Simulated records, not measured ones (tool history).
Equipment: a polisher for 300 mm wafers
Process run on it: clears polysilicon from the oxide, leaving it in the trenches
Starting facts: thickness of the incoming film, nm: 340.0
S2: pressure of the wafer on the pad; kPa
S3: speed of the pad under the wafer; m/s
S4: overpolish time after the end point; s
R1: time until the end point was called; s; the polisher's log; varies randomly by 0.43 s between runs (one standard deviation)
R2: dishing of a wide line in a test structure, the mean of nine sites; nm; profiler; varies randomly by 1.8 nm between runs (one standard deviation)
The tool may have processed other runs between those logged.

{"run": 1, "hour": 0.0, "flow of slurry (ml/min)": 275, "S2": 22.1, "S3": 0.84, "S4": 13, "R1": 32.718, "R2": 87.646}
{"run": 2, "hour": 1.2, "flow of slurry (ml/min)": 275, "S2": 22.1, "S3": 0.96, "S4": 13, "R1": 28.219, "R2": 89.872}
{"run": 3, "hour": 9.8, "flow of slurry (ml/min)": 275, "S2": 20.7, "S3": 0.96, "S4": 13, "R1": 30.162, "R2": 87.933}
{"run": 4, "hour": 10.5, "flow of slurry (ml/min)": 275, "S2": 20.0, "S3": 0.96, "S4": 13, "R1": 31.558, "R2": 88.809}
{"run": 5, "hour": 15.2, "flow of slurry (ml/min)": 275, "S2": 20.0, "S3": 1.06, "S4": 13, "R1": 28.255, "R2": 89.386}
{"hour": 17.6, "done": "worn pad replaced by a new one"}
{"run": 6, "hour": 17.6, "flow of slurry (ml/min)": 275, "S2": 20.0, "S3": 1.26, "S4": 13, "R1": 21.389, "R2": 100.06}

Forecast run 7:
{"run": 7, "hour": 22.4, "flow of slurry (ml/min)": 275, "S2": 13.8, "S3": 1.18, "S4": 13, "R1": "?", "R2": "?"}

{"run 7": {"R1": 32.933, "R2": 87.778}}
